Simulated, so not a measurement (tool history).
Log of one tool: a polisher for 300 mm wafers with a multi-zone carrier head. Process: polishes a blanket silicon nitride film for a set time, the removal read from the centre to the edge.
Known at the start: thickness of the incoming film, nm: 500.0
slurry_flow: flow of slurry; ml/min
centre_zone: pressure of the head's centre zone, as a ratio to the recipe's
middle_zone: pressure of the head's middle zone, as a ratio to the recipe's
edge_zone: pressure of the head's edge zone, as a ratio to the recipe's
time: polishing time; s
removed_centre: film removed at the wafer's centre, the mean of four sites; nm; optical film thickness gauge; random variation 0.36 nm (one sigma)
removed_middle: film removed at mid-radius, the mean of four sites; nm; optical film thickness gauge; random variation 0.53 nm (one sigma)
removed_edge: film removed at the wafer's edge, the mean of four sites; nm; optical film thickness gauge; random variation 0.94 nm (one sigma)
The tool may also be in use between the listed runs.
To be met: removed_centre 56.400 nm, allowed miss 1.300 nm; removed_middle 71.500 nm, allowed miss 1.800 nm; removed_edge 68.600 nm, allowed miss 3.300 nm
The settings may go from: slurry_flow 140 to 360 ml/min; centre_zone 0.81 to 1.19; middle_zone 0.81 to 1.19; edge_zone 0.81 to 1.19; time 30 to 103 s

run	hour	slurry_flow	centre_zone	middle_zone	edge_zone	time	removed_centre	removed_middle	removed_edge
1	0.0	230	1.00	1.00	1.00	66	93.075	92.839	93.722
2	6.9	230	1.00	0.96	1.00	66	94.337	90.499	93.514
3	14.1	230	0.93	0.96	1.00	66	86.616	89.591	93.904
4	19.7	230	1.02	0.96	1.00	66	94.936	90.439	93.630
5	26.8	210	0.95	1.00	0.99	60	79.536	83.142	80.743
6	32.5	255	0.95	1.00	0.99	60	81.647	83.681	84.458
7	34.6	230	0.91	1.02	1.02	57	74.424	81.625	81.629
8	36.7	210	0.88	1.03	1.03	54	66.600	76.325	75.869
9	40.9	195	0.86	1.04	1.03	53	63.185	75.360	72.794
10	43.4	150	0.81	1.03	1.05	51	54.209	70.264	69.705

Which of these 4 next moves meets every target?
A	45.9	155	0.81	1.01	1.06	49	?	?	?
B	45.9	175	0.85	1.00	0.96	50	?	?	?
C	45.9	165	0.86	0.98	1.05	50	?	?	?
D	45.9	140	0.84	1.08	1.01	51	?	?	?

move	removed_centre	removed_middle	removed_edge
A	53.103	65.633	69.598
B	58.050	67.656	68.585
C	58.170	66.023	71.199
D	56.312	70.840	69.852
A: further off than the last run
B: takes the result that was furthest off past its target
C: takes the result that was furthest off past its target
D: meets every target
The right move is D.
